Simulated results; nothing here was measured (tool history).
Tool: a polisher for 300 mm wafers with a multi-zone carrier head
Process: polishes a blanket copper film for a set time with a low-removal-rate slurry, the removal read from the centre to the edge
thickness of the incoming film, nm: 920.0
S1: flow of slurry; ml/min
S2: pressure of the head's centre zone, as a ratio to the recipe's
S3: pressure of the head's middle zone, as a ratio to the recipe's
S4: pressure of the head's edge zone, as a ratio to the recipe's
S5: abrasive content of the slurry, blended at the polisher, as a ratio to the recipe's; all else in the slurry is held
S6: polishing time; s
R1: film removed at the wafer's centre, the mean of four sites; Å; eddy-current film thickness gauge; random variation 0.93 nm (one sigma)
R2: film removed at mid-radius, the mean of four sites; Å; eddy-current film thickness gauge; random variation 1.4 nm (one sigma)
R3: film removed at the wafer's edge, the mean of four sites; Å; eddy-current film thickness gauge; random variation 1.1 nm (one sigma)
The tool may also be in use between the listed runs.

run  hour   S1    S2    S3    S4    S5  S6       R1      R2       R3
  1   0.0  280  1.00  1.00  1.00  1.00  57  1723.40  1711.0  1721.30
  2   3.7  275  0.99  1.01  0.97  0.95  52  1529.30  1545.2  1534.20
  3   5.8  275  0.99  0.93  0.97  0.95  52  1574.20  1418.2  1534.20
  4   6.9  275  0.99  0.93  0.97  1.05  52  1569.60  1496.8  1590.30
  5  10.3  275  0.98  0.96  0.95  1.00  48  1439.60  1344.0  1427.80
  6  14.7  275  0.89  0.96  0.95  1.00  48  1303.50  1379.8  1395.10
  7  19.7  280  0.89  0.99  0.93  0.95  45  1189.30  1281.0  1312.20
  8  27.6  265  0.91  1.02  0.91  0.95  42  1144.00  1243.0  1193.30
  9  29.6  255  0.91  1.03  0.89  0.90  40  1096.60  1177.3  1105.00
 10  35.1  250  0.90  1.04  0.88  0.85  39  1000.90  1138.8  1067.50
 11  40.2  245  0.92  1.05  0.87  0.80  38   987.25  1093.4  1005.40
 12  45.0  240  0.93  1.06  0.86  0.75  38   976.29  1076.0   984.69

The next listed run, before its measurement:
 13  51.4  240  0.93  1.06  0.86  0.75  38   ?   ?   ?

Run 13 gave R1 1001.80 Å, R2 1052.9 Å, R3 1006.00 Å.

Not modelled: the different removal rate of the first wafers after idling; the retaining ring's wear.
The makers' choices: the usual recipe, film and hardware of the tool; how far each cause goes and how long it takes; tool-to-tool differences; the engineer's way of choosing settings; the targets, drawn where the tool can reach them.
